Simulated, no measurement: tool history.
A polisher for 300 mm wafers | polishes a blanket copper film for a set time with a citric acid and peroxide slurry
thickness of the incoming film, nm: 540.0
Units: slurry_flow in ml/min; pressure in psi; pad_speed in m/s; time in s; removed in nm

run,hour,slurry_flow,pressure,pad_speed,slurry_solids,time,removed
1,0.0,310,2.5,1.04,1.0,91,154.89
2,0.8,310,2.0,1.04,1.0,91,128.66
3,5.0,310,2.0,1.04,1.2,91,134.19
4,6.8,310,2.4,1.04,1.2,91,157.46
5,11.2,315,2.6,1.04,1.2,91,168.78
6,19.7,315,2.8,1.04,1.2,91,181.52
7,27.1,315,2.9,1.04,1.2,91,186.81

The next listed run, before its measurement:
8,29.2,315,3.0,1.04,1.2,91,?

{"run 8": {"removed": 192.44}}
